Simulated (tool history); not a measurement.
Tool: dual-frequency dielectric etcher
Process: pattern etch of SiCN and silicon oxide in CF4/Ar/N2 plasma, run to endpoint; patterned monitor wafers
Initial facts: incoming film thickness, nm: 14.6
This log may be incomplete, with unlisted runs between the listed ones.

| run | hour | source power (kW) | bias power (kW) | Ar flow (sccm) | CF4 flow (sccm) | endpoint time (s) |
|---|---|---|---|---|---|---|
| 1 | 0 | 0.46 | 0.092 | 79 | 77 | 13.884 |
| 2 | 0.7 | 0.46 | 0.092 | 89 | 77 | 14.286 |
| 3 | 2.8 | 0.46 | 0.092 | 95 | 77 | 14.267 |
| 4 | 3.9 | 0.46 | 0.092 | 95 | 68 | 14.38 |
| 5 | 5.1 | 0.49 | 0.093 | 95 | 68 | 13.601 |
| 6 | 7.4 | 0.51 | 0.094 | 95 | 68 | 13.062 |
| 7 | 10.6 | 0.53 | 0.094 | 95 | 68 | 12.519 |

What will run 8 give?
| 8 | 14.2 | 0.53 | 0.094 | 95 | 68 | ? |

{"run 8": {"endpoint time (s)": 12.492}}
